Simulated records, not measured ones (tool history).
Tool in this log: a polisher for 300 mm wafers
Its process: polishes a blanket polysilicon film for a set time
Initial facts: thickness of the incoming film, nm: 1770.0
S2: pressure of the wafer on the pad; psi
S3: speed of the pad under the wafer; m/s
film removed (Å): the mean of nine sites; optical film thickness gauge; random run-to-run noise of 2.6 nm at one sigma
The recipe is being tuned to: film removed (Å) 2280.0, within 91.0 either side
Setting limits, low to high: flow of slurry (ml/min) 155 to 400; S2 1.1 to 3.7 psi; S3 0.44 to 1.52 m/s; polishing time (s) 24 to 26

run 1 hour=0.0 | flow_of_slurry_(ml/min)=255 S2=2.4 S3=0.98 polishing_time_(s)=26 | film_removed_(Å)=1564.7
run 2 hour=4.9 | flow_of_slurry_(ml/min)=255 S2=2.6 S3=0.98 polishing_time_(s)=26 | film_removed_(Å)=1686.8
run 3 hour=13.8 | flow_of_slurry_(ml/min)=255 S2=2.6 S3=0.82 polishing_time_(s)=26 | film_removed_(Å)=1382.1
run 4 hour=17.8 | flow_of_slurry_(ml/min)=255 S2=2.6 S3=0.82 polishing_time_(s)=24 | film_removed_(Å)=1268.4
run 5 hour=19.0 | flow_of_slurry_(ml/min)=255 S2=2.8 S3=0.84 polishing_time_(s)=24 | film_removed_(Å)=1419.4
run 6 hour=23.2 | flow_of_slurry_(ml/min)=255 S2=2.5 S3=0.84 polishing_time_(s)=24 | film_removed_(Å)=1253.1
run 7 hour=24.6 | flow_of_slurry_(ml/min)=255 S2=2.7 S3=0.86 polishing_time_(s)=24 | film_removed_(Å)=1381.2
run 8 hour=29.9 | flow_of_slurry_(ml/min)=255 S2=2.9 S3=0.88 polishing_time_(s)=24 | film_removed_(Å)=1518.3
run 9 hour=32.9 | flow_of_slurry_(ml/min)=255 S2=3.1 S3=0.90 polishing_time_(s)=24 | film_removed_(Å)=1666.1
run 10 hour=36.1 | flow_of_slurry_(ml/min)=255 S2=3.2 S3=0.92 polishing_time_(s)=24 | film_removed_(Å)=1762.5
run 11 hour=41.0 | flow_of_slurry_(ml/min)=255 S2=3.3 S3=0.94 polishing_time_(s)=24 | film_removed_(Å)=1815.8

5 next moves are on the table. One of them brings every result within its allowed miss. Which?
run A hour=45.9 | flow_of_slurry_(ml/min)=330 S2=3.5 S3=0.98 polishing_time_(s)=26 | film_removed_(Å)=?
run B hour=45.9 | flow_of_slurry_(ml/min)=245 S2=2.8 S3=0.78 polishing_time_(s)=24 | film_removed_(Å)=?
run C hour=45.9 | flow_of_slurry_(ml/min)=220 S2=3.5 S3=1.16 polishing_time_(s)=26 | film_removed_(Å)=?
run D hour=45.9 | flow_of_slurry_(ml/min)=280 S2=3.3 S3=0.80 polishing_time_(s)=24 | film_removed_(Å)=?
run E hour=45.9 | flow_of_slurry_(ml/min)=260 S2=3.6 S3=0.70 polishing_time_(s)=26 | film_removed_(Å)=?

move=A film_removed_(Å)=2260.2
move=B film_removed_(Å)=1305.5
move=C film_removed_(Å)=2548.2
move=D film_removed_(Å)=1593.9
move=E film_removed_(Å)=1640.7
A: all results in spec
B: misses by more than the last run did
C: takes the result that was furthest off past its target
D: misses by more than the last run did
E: misses by more than the last run did
The move that meets every target is A.
